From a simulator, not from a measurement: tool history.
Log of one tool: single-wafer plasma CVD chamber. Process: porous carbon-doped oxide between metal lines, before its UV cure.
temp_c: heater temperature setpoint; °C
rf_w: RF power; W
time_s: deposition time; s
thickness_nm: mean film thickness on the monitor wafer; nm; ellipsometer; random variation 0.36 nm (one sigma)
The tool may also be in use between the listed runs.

Run 1, hour 0.0: temp_c 310 °C, rf_w 505 W, time_s 12.1 s. Result: thickness_nm 57.516 nm.
Run 2, hour 1.3: temp_c 304 °C, rf_w 535 W, time_s 12.1 s. Result: thickness_nm 61.894 nm.
Run 3, hour 4.7: temp_c 300 °C, rf_w 535 W, time_s 12.1 s. Result: thickness_nm 63.875 nm.
Run 4, hour 7.8: temp_c 300 °C, rf_w 500 W, time_s 12.1 s. Result: thickness_nm 60.109 nm.
Run 5, hour 16.2: temp_c 297 °C, rf_w 525 W, time_s 12.1 s. Result: thickness_nm 62.747 nm.
Run 6, hour 23.5: temp_c 297 °C, rf_w 525 W, time_s 11.5 s. Result: thickness_nm 60.773 nm.

Run 7 comes next. What will it give?
Run 7, hour 25.3: temp_c 297 °C, rf_w 525 W, time_s 11.5 s. Result: thickness_nm ?.

thickness_nm: 60.489 nm
